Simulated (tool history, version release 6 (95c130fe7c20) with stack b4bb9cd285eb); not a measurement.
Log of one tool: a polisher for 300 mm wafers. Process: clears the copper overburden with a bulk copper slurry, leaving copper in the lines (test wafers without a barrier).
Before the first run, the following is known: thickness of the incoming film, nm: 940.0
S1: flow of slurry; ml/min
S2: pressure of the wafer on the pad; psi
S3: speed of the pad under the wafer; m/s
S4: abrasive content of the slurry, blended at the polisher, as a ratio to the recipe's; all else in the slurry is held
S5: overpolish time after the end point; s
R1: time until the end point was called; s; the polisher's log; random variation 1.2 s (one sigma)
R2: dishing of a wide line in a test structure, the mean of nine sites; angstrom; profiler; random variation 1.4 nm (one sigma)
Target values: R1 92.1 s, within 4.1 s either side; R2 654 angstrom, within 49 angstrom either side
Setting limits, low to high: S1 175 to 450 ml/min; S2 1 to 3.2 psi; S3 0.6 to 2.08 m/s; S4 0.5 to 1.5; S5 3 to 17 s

run,hour,S1,S2,S3,S4,S5,R1,R2
1,0,290,2.1,1.34,1,9,120.28,466.2
2,0.9,290,2.2,1.34,1,9,117.09,468.59
3,5.7,290,2.3,1.34,1,9,109.6,477.52
4,11.4,290,2.3,1.34,1,7,110.52,404.05
5,20.3,355,2.3,1.34,1,7,107.78,404.64
6,28.2,355,2.4,1.34,1,8,105.17,479.3
7,31.8,355,2.5,1.34,1,8,99.912,486.78
8,38,355,2.5,1.34,1,9,99.453,544.33

Below are 5 possible settings for the next run. Only one of them brings all results inside the allowed miss of their targets. Which is it?
A,44.2,330,2.5,1.48,1,14,?,?
B,44.2,330,2.3,1.4,1.05,16,?,?
C,44.2,340,2.6,1.56,1,12,?,?
D,44.2,305,3.2,1.5,0.5,13,?,?
E,44.2,430,2.3,1.62,0.95,11,?,?

move,R1,R2
A,93.472,772.72
B,104.37,776.42
C,86.441,736.96
D,83.402,816.79
E,94.089,643.35
A: the result that was furthest off in the last run now lies on the other side of its target
B: the result that was furthest off in the last run now lies on the other side of its target
C: the result that was furthest off in the last run now lies on the other side of its target
D: the result that was furthest off in the last run now lies on the other side of its target
E: all results in spec
Go with E: it meets all targets.

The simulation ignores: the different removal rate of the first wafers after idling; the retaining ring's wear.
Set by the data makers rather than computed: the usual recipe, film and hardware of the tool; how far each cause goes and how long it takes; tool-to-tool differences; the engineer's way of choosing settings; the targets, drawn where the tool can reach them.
